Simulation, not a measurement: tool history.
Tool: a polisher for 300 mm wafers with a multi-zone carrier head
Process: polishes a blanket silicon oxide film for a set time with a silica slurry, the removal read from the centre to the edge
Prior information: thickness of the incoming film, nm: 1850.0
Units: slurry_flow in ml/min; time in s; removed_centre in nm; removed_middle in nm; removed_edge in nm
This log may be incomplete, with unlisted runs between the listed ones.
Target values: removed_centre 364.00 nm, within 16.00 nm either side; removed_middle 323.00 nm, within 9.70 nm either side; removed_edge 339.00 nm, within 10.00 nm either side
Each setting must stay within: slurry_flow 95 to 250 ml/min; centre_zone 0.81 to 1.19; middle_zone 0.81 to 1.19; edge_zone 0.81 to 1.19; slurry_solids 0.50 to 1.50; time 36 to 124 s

{"run": 1, "hour": 0.0, "slurry_flow": 160, "centre_zone": 1.0, "middle_zone": 1.0, "edge_zone": 1.0, "slurry_solids": 1.0, "time": 79, "removed_centre": 239.61, "removed_middle": 233.55, "removed_edge": 229.4}
{"run": 2, "hour": 6.0, "slurry_flow": 160, "centre_zone": 1.0, "middle_zone": 1.0, "edge_zone": 0.92, "slurry_solids": 1.0, "time": 79, "removed_centre": 240.05, "removed_middle": 226.39, "removed_edge": 219.21}
{"run": 3, "hour": 7.8, "slurry_flow": 160, "centre_zone": 1.0, "middle_zone": 0.95, "edge_zone": 0.92, "slurry_solids": 1.0, "time": 79, "removed_centre": 241.94, "removed_middle": 222.02, "removed_edge": 218.95}
{"run": 4, "hour": 12.8, "slurry_flow": 170, "centre_zone": 1.02, "middle_zone": 0.95, "edge_zone": 0.97, "slurry_solids": 1.1, "time": 80, "removed_centre": 273.86, "removed_middle": 236.9, "removed_edge": 237.9}
{"run": 5, "hour": 15.3, "slurry_flow": 170, "centre_zone": 1.02, "middle_zone": 0.95, "edge_zone": 1.01, "slurry_solids": 1.1, "time": 80, "removed_centre": 270.77, "removed_middle": 234.25, "removed_edge": 247.16}
{"run": 6, "hour": 23.3, "slurry_flow": 190, "centre_zone": 1.02, "middle_zone": 0.95, "edge_zone": 1.01, "slurry_solids": 1.1, "time": 80, "removed_centre": 265.85, "removed_middle": 243.3, "removed_edge": 249.71}
{"run": 7, "hour": 26.9, "slurry_flow": 195, "centre_zone": 1.03, "middle_zone": 0.96, "edge_zone": 1.04, "slurry_solids": 1.2, "time": 81, "removed_centre": 290.41, "removed_middle": 258.84, "removed_edge": 265.1}
{"run": 8, "hour": 29.5, "slurry_flow": 200, "centre_zone": 1.03, "middle_zone": 0.96, "edge_zone": 1.07, "slurry_solids": 1.25, "time": 82, "removed_centre": 301.26, "removed_middle": 268.6, "removed_edge": 279.63}
{"run": 9, "hour": 34.7, "slurry_flow": 205, "centre_zone": 1.03, "middle_zone": 0.97, "edge_zone": 1.09, "slurry_solids": 1.3, "time": 83, "removed_centre": 306.2, "removed_middle": 279.01, "removed_edge": 291.71}
{"run": 10, "hour": 41.9, "slurry_flow": 210, "centre_zone": 1.04, "middle_zone": 0.98, "edge_zone": 1.11, "slurry_solids": 1.35, "time": 84, "removed_centre": 318.9, "removed_middle": 290.68, "removed_edge": 306.38}
{"run": 11, "hour": 45.9, "slurry_flow": 215, "centre_zone": 1.05, "middle_zone": 0.99, "edge_zone": 1.12, "slurry_solids": 1.4, "time": 84, "removed_centre": 333.9, "removed_middle": 300.64, "removed_edge": 312.96}

5 next moves are on the table. One of them brings every result within its allowed miss. Which?
{"run": "A", "hour": 49.9, "slurry_flow": 230, "centre_zone": 1.02, "middle_zone": 1.04, "edge_zone": 1.12, "slurry_solids": 1.2, "time": 92, "removed_centre": "?", "removed_middle": "?", "removed_edge": "?"}
{"run": "B", "hour": 49.9, "slurry_flow": 235, "centre_zone": 0.93, "middle_zone": 1.01, "edge_zone": 1.18, "slurry_solids": 1.05, "time": 101, "removed_centre": "?", "removed_middle": "?", "removed_edge": "?"}
{"run": "C", "hour": 49.9, "slurry_flow": 210, "centre_zone": 1.02, "middle_zone": 1.05, "edge_zone": 1.08, "slurry_solids": 1.5, "time": 84, "removed_centre": "?", "removed_middle": "?", "removed_edge": "?"}
{"run": "D", "hour": 49.9, "slurry_flow": 205, "centre_zone": 1.0, "middle_zone": 0.94, "edge_zone": 1.04, "slurry_solids": 1.4, "time": 96, "removed_centre": "?", "removed_middle": "?", "removed_edge": "?"}
{"run": "E", "hour": 49.9, "slurry_flow": 230, "centre_zone": 1.0, "middle_zone": 1.0, "edge_zone": 1.14, "slurry_solids": 1.15, "time": 91, "removed_centre": "?", "removed_middle": "?", "removed_edge": "?"}

move=A removed_centre=338.09 removed_middle=321.13 removed_edge=323.32
move=B removed_centre=320.41 removed_middle=323.28 removed_edge=342.11
move=C removed_centre=334.80 removed_middle=320.92 removed_edge=315.71
move=D removed_centre=363.94 removed_middle=325.53 removed_edge=344.11
move=E removed_centre=321.76 removed_middle=301.62 removed_edge=316.39
A: nearer than the last run, and not there yet
B: corrects the largest miss of the last run, while another result sits out of spec
C: nearer than the last run, and not there yet
D: hits every target within its allowed miss
E: neither nearer nor further off than the last run
Move D is the one to make.
